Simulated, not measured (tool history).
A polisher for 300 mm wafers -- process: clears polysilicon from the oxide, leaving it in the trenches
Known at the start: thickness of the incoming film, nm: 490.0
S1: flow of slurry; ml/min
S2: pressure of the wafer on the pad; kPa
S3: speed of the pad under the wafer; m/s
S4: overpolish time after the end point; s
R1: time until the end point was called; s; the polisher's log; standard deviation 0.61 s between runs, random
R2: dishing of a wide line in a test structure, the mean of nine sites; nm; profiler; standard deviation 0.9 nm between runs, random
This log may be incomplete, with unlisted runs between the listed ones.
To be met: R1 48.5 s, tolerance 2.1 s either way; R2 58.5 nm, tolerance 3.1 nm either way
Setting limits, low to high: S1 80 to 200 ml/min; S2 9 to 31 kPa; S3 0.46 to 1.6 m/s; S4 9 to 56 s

| run | hour | S1 | S2 | S3 | S4 | R1 | R2 |
|---|---|---|---|---|---|---|---|
| 1 | 0 | 130 | 20 | 1.02 | 29 | 30.486 | 92.214 |
| 2 | 7.1 | 130 | 23.4 | 1.02 | 29 | 26.88 | 94.818 |
| 3 | 13.8 | 130 | 23.4 | 1.02 | 35 | 26.049 | 91.324 |
| 4 | 19.3 | 130 | 26.9 | 1.02 | 35 | 22.969 | 93.838 |
| 5 | 25.5 | 130 | 24.8 | 1.02 | 38 | 24.85 | 97.236 |
| 6 | 27.4 | 130 | 23.4 | 1 | 34 | 26.606 | 95.664 |
| 7 | 30.7 | 125 | 21.4 | 1.02 | 31 | 29.168 | 92.271 |
| 8 | 33.7 | 125 | 21.4 | 1.02 | 31 | 29.142 | 94.83 |
| 9 | 35.3 | 135 | 20 | 1 | 28 | 31.129 | 92.746 |
| 10 | 38.6 | 170 | 14.5 | 0.96 | 14 | 42.099 | 78.553 |
| 11 | 45.9 | 170 | 14.5 | 0.96 | 14 | 41.092 | 78.289 |
| 12 | 52.9 | 155 | 11 | 0.94 | 9 | 56.445 | 52.248 |

5 candidate next runs follow, results not yet known. Just one meets every target within its allowed miss. Identify it.
| A | 59.9 | 145 | 9 | 1.04 | 11 | ? | ? |
| B | 59.9 | 155 | 11 | 0.86 | 12 | ? | ? |
| C | 59.9 | 175 | 11 | 1 | 12 | ? | ? |
| D | 59.9 | 125 | 11 | 0.78 | 9 | ? | ? |
| E | 59.9 | 115 | 13.1 | 0.98 | 9 | ? | ? |

| move | R1 | R2 |
|---|---|---|
| A | 64.044 | 55.486 |
| B | 62.536 | 59.288 |
| C | 52.969 | 64.961 |
| D | 71.72 | 45.064 |
| E | 49.832 | 57.207 |
A: its largest miss is bigger than the last run's
B: its largest miss is bigger than the last run's
C: better than the last run, though not everything is in spec
D: its largest miss is bigger than the last run's
E: meets every target
Go with E: it meets all targets.
